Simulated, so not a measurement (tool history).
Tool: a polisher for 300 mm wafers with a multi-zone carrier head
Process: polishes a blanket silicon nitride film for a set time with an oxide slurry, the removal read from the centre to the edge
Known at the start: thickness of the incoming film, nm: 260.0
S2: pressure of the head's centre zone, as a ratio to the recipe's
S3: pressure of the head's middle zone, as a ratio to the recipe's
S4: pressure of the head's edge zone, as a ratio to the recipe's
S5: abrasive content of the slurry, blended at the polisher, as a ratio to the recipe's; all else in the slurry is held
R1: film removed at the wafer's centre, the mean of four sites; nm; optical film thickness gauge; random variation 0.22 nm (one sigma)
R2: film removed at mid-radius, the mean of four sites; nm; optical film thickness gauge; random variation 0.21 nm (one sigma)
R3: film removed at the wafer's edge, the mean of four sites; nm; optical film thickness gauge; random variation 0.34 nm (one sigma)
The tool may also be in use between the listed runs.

Run 1, hour 0: flow of slurry (ml/min) 315, S2 1, S3 1, S4 1, S5 1, polishing time (s) 82. Result: R1 59.566 nm, R2 60.561 nm, R3 59.969 nm.
Run 2, hour 7.3: flow of slurry (ml/min) 315, S2 1, S3 1, S4 1.06, S5 1, polishing time (s) 82. Result: R1 59.13 nm, R2 59.683 nm, R3 60.122 nm.
Run 3, hour 9.4: flow of slurry (ml/min) 335, S2 1.03, S3 1.03, S4 1.02, S5 0.85, polishing time (s) 70. Result: R1 49.358 nm, R2 49.11 nm, R3 46.496 nm.
Run 4, hour 16.6: flow of slurry (ml/min) 335, S2 0.95, S3 1.03, S4 1.02, S5 0.85, polishing time (s) 70. Result: R1 45.72 nm, R2 48.904 nm, R3 47.217 nm.
Run 5, hour 20.4: flow of slurry (ml/min) 355, S2 0.97, S3 1.05, S4 1, S5 0.75, polishing time (s) 64. Result: R1 39.782 nm, R2 42.735 nm, R3 40.517 nm.
Run 6, hour 27.6: flow of slurry (ml/min) 350, S2 1, S3 1.07, S4 0.97, S5 0.7, polishing time (s) 61. Result: R1 37.68 nm, R2 40.243 nm, R3 36.794 nm.
Run 7, hour 30: flow of slurry (ml/min) 355, S2 1.02, S3 1.08, S4 0.94, S5 0.65, polishing time (s) 59. Result: R1 35.554 nm, R2 38.117 nm, R3 34.291 nm.

Forecast run 8:
Run 8, hour 30.6: flow of slurry (ml/min) 360, S2 1.05, S3 1.09, S4 0.91, S5 0.6, polishing time (s) 58. Result: R1 ?, R2 ?, R3 ?.

R1: 34.747 nm
R2: 35.823 nm
R3: 31.768 nm
